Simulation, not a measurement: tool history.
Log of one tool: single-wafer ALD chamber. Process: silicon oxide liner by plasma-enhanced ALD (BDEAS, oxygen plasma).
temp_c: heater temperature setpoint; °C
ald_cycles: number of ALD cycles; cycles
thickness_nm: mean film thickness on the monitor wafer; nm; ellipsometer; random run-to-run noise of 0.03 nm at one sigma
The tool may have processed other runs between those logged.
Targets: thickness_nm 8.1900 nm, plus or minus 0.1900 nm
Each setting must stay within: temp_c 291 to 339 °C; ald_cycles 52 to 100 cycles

run,hour,temp_c,ald_cycles,thickness_nm
1,0.0,315,76,6.9737
2,6.5,315,82,7.5502
3,8.8,315,83,7.5654
4,15.4,315,84,7.7080
5,18.1,315,74,6.7814
6,24.3,315,81,7.4083
7,33.0,315,81,7.4810
8,37.8,315,82,7.5547
9,40.9,315,83,7.6416
10,47.1,315,84,7.6909
11,49.2,315,85,7.8400

Exercise: of the 5 proposed moves below, exactly one satisfies all targets within the stated allowed misses. Which move is it?
A,51.3,316,83,?
B,51.3,311,79,?
C,51.3,311,84,?
D,51.3,319,83,?
E,51.3,318,89,?

move,thickness_nm
A,7.6244
B,7.3158
C,7.7788
D,7.5873
E,8.1491
A: lands further from the targets than the last run did
B: lands further from the targets than the last run did
C: lands further from the targets than the last run did
D: lands further from the targets than the last run did
E: all results in spec
The right move is E.
